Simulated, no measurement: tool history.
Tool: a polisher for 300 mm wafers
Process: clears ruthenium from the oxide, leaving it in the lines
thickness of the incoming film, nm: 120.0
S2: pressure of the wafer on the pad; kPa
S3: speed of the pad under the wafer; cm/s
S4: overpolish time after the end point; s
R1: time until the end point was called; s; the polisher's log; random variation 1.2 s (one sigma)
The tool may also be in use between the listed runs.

{"run": 1, "hour": 0.0, "flow of slurry (ml/min)": 295, "S2": 16.5, "S3": 90, "S4": 6, "R1": 94.132}
{"run": 2, "hour": 0.9, "flow of slurry (ml/min)": 295, "S2": 16.5, "S3": 110, "S4": 6, "R1": 77.319}
{"run": 3, "hour": 7.6, "flow of slurry (ml/min)": 295, "S2": 14.5, "S3": 110, "S4": 6, "R1": 87.374}
{"run": 4, "hour": 15.2, "flow of slurry (ml/min)": 295, "S2": 10.3, "S3": 110, "S4": 6, "R1": 115.46}
{"run": 5, "hour": 23.4, "flow of slurry (ml/min)": 295, "S2": 10.3, "S3": 130, "S4": 6, "R1": 97.802}
{"run": 6, "hour": 24.6, "flow of slurry (ml/min)": 295, "S2": 9.7, "S3": 128, "S4": 6, "R1": 104.15}

Forecast run 7:
{"run": 7, "hour": 31.7, "flow of slurry (ml/min)": 295, "S2": 9, "S3": 126, "S4": 6, "R1": "?"}

Run 7 gave R1 113.18 s.
